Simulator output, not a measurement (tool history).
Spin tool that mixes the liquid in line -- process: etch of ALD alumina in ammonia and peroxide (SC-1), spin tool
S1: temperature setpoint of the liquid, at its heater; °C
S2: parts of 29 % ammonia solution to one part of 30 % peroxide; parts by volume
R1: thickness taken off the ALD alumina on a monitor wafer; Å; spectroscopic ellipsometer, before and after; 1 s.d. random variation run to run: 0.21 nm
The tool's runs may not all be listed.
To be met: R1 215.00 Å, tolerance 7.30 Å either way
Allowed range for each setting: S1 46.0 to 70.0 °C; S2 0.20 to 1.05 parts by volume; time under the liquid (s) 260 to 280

Run 1, day 0.000: S1 62.0 °C, S2 0.55 parts by volume, time under the liquid (s) 260. Result: R1 300.79 Å.
Run 2, day 0.321: S1 60.0 °C, S2 0.55 parts by volume, time under the liquid (s) 260. Result: R1 270.06 Å.
Run 3, day 0.600: S1 58.5 °C, S2 0.55 parts by volume, time under the liquid (s) 260. Result: R1 247.77 Å.
Run 4, day 0.683: S1 57.5 °C, S2 0.55 parts by volume, time under the liquid (s) 260. Result: R1 235.64 Å.
Run 5, day 1.029: S1 57.0 °C, S2 0.55 parts by volume, time under the liquid (s) 260. Result: R1 233.89 Å.
Run 6, day 1.204: S1 51.5 °C, S2 0.55 parts by volume, time under the liquid (s) 260. Result: R1 169.74 Å.
Run 7, day 1.342: S1 53.0 °C, S2 0.55 parts by volume, time under the liquid (s) 260. Result: R1 186.85 Å.
Run 8, day 1.633: S1 54.0 °C, S2 0.55 parts by volume, time under the liquid (s) 260. Result: R1 197.80 Å.
Run 9, day 1.988: S1 54.5 °C, S2 0.55 parts by volume, time under the liquid (s) 260. Result: R1 199.68 Å.

4 next moves are on the table. One of them brings every result within its allowed miss. Which?
Run A, day 2.342: S1 55.5 °C, S2 0.50 parts by volume, time under the liquid (s) 260. Result: R1 ?.
Run B, day 2.342: S1 51.0 °C, S2 0.70 parts by volume, time under the liquid (s) 280. Result: R1 ?.
Run C, day 2.342: S1 52.5 °C, S2 0.45 parts by volume, time under the liquid (s) 260. Result: R1 ?.
Run D, day 2.342: S1 52.0 °C, S2 0.75 parts by volume, time under the liquid (s) 260. Result: R1 ?.

move      R1
   A  211.11
   B  184.27
   C  178.01
   D  181.87
A: all results in spec
B: moves away from the targets compared with the last run
C: moves away from the targets compared with the last run
D: moves away from the targets compared with the last run
Move A is the one to make.
